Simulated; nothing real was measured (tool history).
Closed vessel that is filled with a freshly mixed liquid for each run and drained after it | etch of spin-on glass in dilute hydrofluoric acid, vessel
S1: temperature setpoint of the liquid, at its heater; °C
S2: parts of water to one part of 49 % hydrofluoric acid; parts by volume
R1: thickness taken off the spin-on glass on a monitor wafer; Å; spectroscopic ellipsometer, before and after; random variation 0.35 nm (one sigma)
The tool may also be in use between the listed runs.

run 1 day=0 | S1=25 S2=130 time_in_the_liquid_(s)=95 | R1=321.05
run 2 day=0.054 | S1=26.5 S2=120 time_in_the_liquid_(s)=95 | R1=370.82
run 3 day=0.167 | S1=27.5 S2=110 time_in_the_liquid_(s)=95 | R1=424.43
run 4 day=0.233 | S1=28.5 S2=100 time_in_the_liquid_(s)=95 | R1=497.05
run 5 day=0.533 | S1=28.5 S2=55 time_in_the_liquid_(s)=95 | R1=963.1
-- day=0.621 thermometer replaced
run 6 day=0.621 | S1=28.5 S2=55 time_in_the_liquid_(s)=100 | R1=929.65
run 7 day=0.783 | S1=27.5 S2=55 time_in_the_liquid_(s)=100 | R1=885.53

The next listed run, before its measurement:
run 8 day=0.921 | S1=27 S2=55 time_in_the_liquid_(s)=100 | R1=?

R1: 871.38 Å

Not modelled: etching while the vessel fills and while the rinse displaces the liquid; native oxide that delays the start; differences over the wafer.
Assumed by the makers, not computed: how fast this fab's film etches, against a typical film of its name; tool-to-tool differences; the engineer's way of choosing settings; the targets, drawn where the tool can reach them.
